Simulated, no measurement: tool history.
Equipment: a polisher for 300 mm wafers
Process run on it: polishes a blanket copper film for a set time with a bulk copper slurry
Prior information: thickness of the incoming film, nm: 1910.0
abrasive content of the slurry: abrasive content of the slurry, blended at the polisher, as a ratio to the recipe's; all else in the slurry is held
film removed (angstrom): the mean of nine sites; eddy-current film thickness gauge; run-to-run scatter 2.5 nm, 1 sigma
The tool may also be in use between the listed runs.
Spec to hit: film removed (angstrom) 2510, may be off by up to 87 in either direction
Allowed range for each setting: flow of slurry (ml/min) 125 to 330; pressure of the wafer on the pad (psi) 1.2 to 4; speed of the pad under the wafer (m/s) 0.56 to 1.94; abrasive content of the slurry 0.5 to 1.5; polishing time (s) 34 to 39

| run | hour | flow of slurry (ml/min) | pressure of the wafer on the pad (psi) | speed of the pad under the wafer (m/s) | abrasive content of the slurry | polishing time (s) | film removed (angstrom) |
|---|---|---|---|---|---|---|---|
| 1 | 0 | 210 | 2.6 | 1.24 | 1 | 39 | 3943.9 |
| 2 | 4.6 | 210 | 2.6 | 1.24 | 1.15 | 39 | 4119.2 |
| 3 | 6.7 | 210 | 2.3 | 1.24 | 1.15 | 39 | 3586 |
| 4 | 8.4 | 210 | 2.3 | 1.1 | 1.15 | 39 | 3312.4 |
| 5 | 15.5 | 210 | 2.1 | 1.1 | 1.15 | 39 | 3042.1 |
| 6 | 17.4 | 210 | 2 | 1.1 | 1.15 | 39 | 2943.2 |
| 7 | 25.9 | 200 | 1.5 | 1.1 | 1.15 | 39 | 2193.4 |
| 8 | 35 | 215 | 1.5 | 1.1 | 1.15 | 39 | 2282.1 |

Which single option among these 4 for the next run brings every result within its allowed miss of target? Just one does.
| A | 44.1 | 200 | 1.4 | 1.3 | 1.25 | 34 | ? |
| B | 44.1 | 225 | 1.9 | 1.22 | 1.15 | 35 | ? |
| C | 44.1 | 145 | 1.9 | 1.14 | 1.1 | 34 | ? |
| D | 44.1 | 240 | 1.7 | 1.08 | 1.4 | 38 | ? |

| move | film removed (angstrom) |
|---|---|
| A | 2209.2 |
| B | 2779.9 |
| C | 2332.2 |
| D | 2545.4 |
A: its largest miss is bigger than the last run's
B: takes the biggest miss from the last run beyond its target
C: better than the last run, though not everything is in spec
D: each result inside its tolerance
The move that meets every target is D.
